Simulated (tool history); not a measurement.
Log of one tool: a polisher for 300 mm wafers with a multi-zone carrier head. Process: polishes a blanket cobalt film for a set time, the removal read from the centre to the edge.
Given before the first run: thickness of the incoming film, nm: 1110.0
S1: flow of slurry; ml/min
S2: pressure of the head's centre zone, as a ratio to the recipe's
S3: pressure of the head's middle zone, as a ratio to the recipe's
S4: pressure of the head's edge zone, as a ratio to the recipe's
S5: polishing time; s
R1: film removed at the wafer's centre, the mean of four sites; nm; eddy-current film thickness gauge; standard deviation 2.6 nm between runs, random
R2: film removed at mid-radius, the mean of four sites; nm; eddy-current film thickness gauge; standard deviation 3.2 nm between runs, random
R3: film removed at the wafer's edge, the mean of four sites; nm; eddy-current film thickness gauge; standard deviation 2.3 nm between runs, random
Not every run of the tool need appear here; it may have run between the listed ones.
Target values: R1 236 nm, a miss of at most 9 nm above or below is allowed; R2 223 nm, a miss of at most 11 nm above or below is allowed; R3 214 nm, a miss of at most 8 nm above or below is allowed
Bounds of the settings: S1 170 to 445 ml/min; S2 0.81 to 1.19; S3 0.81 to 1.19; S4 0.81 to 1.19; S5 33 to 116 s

Run 1, day 0: S1 285 ml/min, S2 1, S3 1, S4 1, S5 74 s. Result: R1 166.96 nm, R2 162.78 nm, R3 167.46 nm.
Run 2, day 0.371: S1 285 ml/min, S2 0.93, S3 1, S4 1, S5 74 s. Result: R1 154.25 nm, R2 161.59 nm, R3 169.44 nm.
Run 3, day 0.646: S1 285 ml/min, S2 0.93, S3 1, S4 0.94, S5 74 s. Result: R1 155.74 nm, R2 163.09 nm, R3 160.85 nm.
Run 4, day 0.821: S1 285 ml/min, S2 0.99, S3 1, S4 0.94, S5 74 s. Result: R1 164.33 nm, R2 166.16 nm, R3 163.63 nm.
Run 5, day 1.092: S1 290 ml/min, S2 1.02, S3 1.02, S4 0.96, S5 77 s. Result: R1 177.95 nm, R2 178.53 nm, R3 173.76 nm.
Run 6, day 1.2: S1 295 ml/min, S2 1.05, S3 1.04, S4 0.98, S5 79 s. Result: R1 183.34 nm, R2 187.21 nm, R3 179.22 nm.
Run 7, day 1.25: S1 300 ml/min, S2 1.08, S3 1.04, S4 0.99, S5 81 s. Result: R1 196.1 nm, R2 187.46 nm, R3 183.45 nm.
Run 8, day 1.338: S1 300 ml/min, S2 1.1, S3 1.05, S4 1, S5 83 s. Result: R1 208.05 nm, R2 194.53 nm, R3 188.57 nm.

5 next moves are on the table. One of them brings every result within its allowed miss. Which?
Run A, day 1.425: S1 260 ml/min, S2 0.98, S3 0.89, S4 1.1, S5 85 s. Result: R1 ?, R2 ?, R3 ?.
Run B, day 1.425: S1 275 ml/min, S2 0.92, S3 1.08, S4 1.04, S5 85 s. Result: R1 ?, R2 ?, R3 ?.
Run C, day 1.425: S1 345 ml/min, S2 1.07, S3 1.01, S4 0.93, S5 97 s. Result: R1 ?, R2 ?, R3 ?.
Run D, day 1.425: S1 290 ml/min, S2 1.16, S3 0.93, S4 0.98, S5 93 s. Result: R1 ?, R2 ?, R3 ?.
Run E, day 1.425: S1 325 ml/min, S2 1.15, S3 1.03, S4 1.03, S5 100 s. Result: R1 ?, R2 ?, R3 ?.

move      R1      R2      R3
   A  182.67  172.46  200.79
   B  172.75  201.77  195.67
   C  234.85  222.89  215.25
   D  239.91  197.21  209.23
   E  258.92  232.03  232.04
A: further off than the last run
B: further off than the last run
C: each result inside its tolerance
D: brings the last run's worst result on target, with another outside its allowed miss
E: takes the result that was furthest off past its target
C meets every target.
